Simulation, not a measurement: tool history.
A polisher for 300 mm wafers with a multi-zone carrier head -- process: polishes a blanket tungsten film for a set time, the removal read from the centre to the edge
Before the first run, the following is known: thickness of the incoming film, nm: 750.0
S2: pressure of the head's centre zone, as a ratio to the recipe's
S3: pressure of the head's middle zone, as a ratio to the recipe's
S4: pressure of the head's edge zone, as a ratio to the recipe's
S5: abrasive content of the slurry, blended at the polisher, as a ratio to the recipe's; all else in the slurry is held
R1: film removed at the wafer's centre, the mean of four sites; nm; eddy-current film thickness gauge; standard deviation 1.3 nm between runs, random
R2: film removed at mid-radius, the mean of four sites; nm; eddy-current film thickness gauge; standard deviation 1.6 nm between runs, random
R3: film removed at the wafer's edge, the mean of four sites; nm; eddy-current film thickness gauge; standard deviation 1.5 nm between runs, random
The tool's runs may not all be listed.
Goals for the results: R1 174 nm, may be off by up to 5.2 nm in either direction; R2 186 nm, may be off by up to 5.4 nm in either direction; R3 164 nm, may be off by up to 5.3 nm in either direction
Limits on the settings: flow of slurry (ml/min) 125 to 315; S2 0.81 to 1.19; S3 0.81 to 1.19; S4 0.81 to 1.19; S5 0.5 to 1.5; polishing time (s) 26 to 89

{"run": 1, "hour": 0.0, "flow of slurry (ml/min)": 205, "S2": 1, "S3": 1, "S4": 1, "S5": 1, "polishing time (s)": 57, "R1": 159.2, "R2": 163.97, "R3": 158.8}
{"run": 2, "hour": 6.1, "flow of slurry (ml/min)": 205, "S2": 0.93, "S3": 1, "S4": 1, "S5": 1, "polishing time (s)": 57, "R1": 150.7, "R2": 163.18, "R3": 156.3}
{"run": 3, "hour": 12.9, "flow of slurry (ml/min)": 220, "S2": 0.96, "S3": 1.02, "S4": 0.99, "S5": 1, "polishing time (s)": 57, "R1": 156.43, "R2": 166.65, "R3": 158.33}
{"run": 4, "hour": 14.3, "flow of slurry (ml/min)": 230, "S2": 0.98, "S3": 1.05, "S4": 0.98, "S5": 1, "polishing time (s)": 57, "R1": 160.46, "R2": 169.37, "R3": 160.46}
{"run": 5, "hour": 19.6, "flow of slurry (ml/min)": 235, "S2": 0.99, "S3": 1.08, "S4": 0.96, "S5": 1, "polishing time (s)": 57, "R1": 159.77, "R2": 175.1, "R3": 158.66}
{"run": 6, "hour": 20.2, "flow of slurry (ml/min)": 235, "S2": 0.99, "S3": 1.08, "S4": 0.96, "S5": 0.85, "polishing time (s)": 57, "R1": 156.05, "R2": 171.39, "R3": 151.89}
{"run": 7, "hour": 28.4, "flow of slurry (ml/min)": 245, "S2": 1.01, "S3": 1.1, "S4": 0.97, "S5": 0.85, "polishing time (s)": 57, "R1": 161.66, "R2": 172.89, "R3": 152.16}
{"run": 8, "hour": 31.5, "flow of slurry (ml/min)": 250, "S2": 1.01, "S3": 1.11, "S4": 0.98, "S5": 0.9, "polishing time (s)": 57, "R1": 160.3, "R2": 178.1, "R3": 155.75}
{"run": 9, "hour": 40.5, "flow of slurry (ml/min)": 255, "S2": 1.03, "S3": 1.11, "S4": 0.99, "S5": 0.9, "polishing time (s)": 57, "R1": 162.65, "R2": 178.3, "R3": 154.64}
{"run": 10, "hour": 47.5, "flow of slurry (ml/min)": 255, "S2": 1.04, "S3": 1.11, "S4": 0.99, "S5": 0.95, "polishing time (s)": 57, "R1": 165.63, "R2": 178.22, "R3": 156.37}

Which single option among these 4 for the next run brings every result within its allowed miss of target? Just one does.
{"run": "A", "hour": 54.5, "flow of slurry (ml/min)": 225, "S2": 0.89, "S3": 1.05, "S4": 0.94, "S5": 1.15, "polishing time (s)": 56, "R1": "?", "R2": "?", "R3": "?"}
{"run": "B", "hour": 54.5, "flow of slurry (ml/min)": 255, "S2": 1.08, "S3": 1.07, "S4": 1.01, "S5": 1.05, "polishing time (s)": 56, "R1": "?", "R2": "?", "R3": "?"}
{"run": "C", "hour": 54.5, "flow of slurry (ml/min)": 315, "S2": 1.09, "S3": 1.12, "S4": 0.93, "S5": 1.15, "polishing time (s)": 54, "R1": "?", "R2": "?", "R3": "?"}
{"run": "D", "hour": 54.5, "flow of slurry (ml/min)": 195, "S2": 1, "S3": 1.07, "S4": 0.91, "S5": 0.95, "polishing time (s)": 63, "R1": "?", "R2": "?", "R3": "?"}

move=A R1=149.8 R2=172.38 R3=158.64
move=B R1=171.96 R2=174.02 R3=162.25
move=C R1=173.75 R2=181.14 R3=155.78
move=D R1=173.62 R2=186.77 R3=167.49
A: the biggest miss grows against the last run
B: gets the furthest-off result to its target, but another result is out of tolerance
C: gets the furthest-off result to its target, but another result is out of tolerance
D: every result within its allowed miss
Go with D: it meets all targets.
